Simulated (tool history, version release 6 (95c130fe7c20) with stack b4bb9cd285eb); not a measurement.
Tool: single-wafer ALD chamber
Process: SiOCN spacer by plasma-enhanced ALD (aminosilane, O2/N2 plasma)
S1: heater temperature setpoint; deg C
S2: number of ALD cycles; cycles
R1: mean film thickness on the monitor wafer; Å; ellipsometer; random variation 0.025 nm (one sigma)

run 1 hour=0.0 | S1=395 S2=92 | R1=59.392
run 2 hour=0.5 | S1=395 S2=81 | R1=52.473
run 3 hour=5.8 | S1=395 S2=86 | R1=55.623
run 4 hour=7.8 | S1=395 S2=76 | R1=48.895
run 5 hour=9.8 | S1=395 S2=81 | R1=52.461
-- hour=16.1 thermocouple changed; heater temperature recalibrated
run 6 hour=16.1 | S1=391 S2=81 | R1=52.479
run 7 hour=18.6 | S1=391 S2=85 | R1=55.295

The next listed run, before its measurement:
run 8 hour=26.4 | S1=391 S2=88 | R1=?

{"run 8": {"R1": 56.843}}
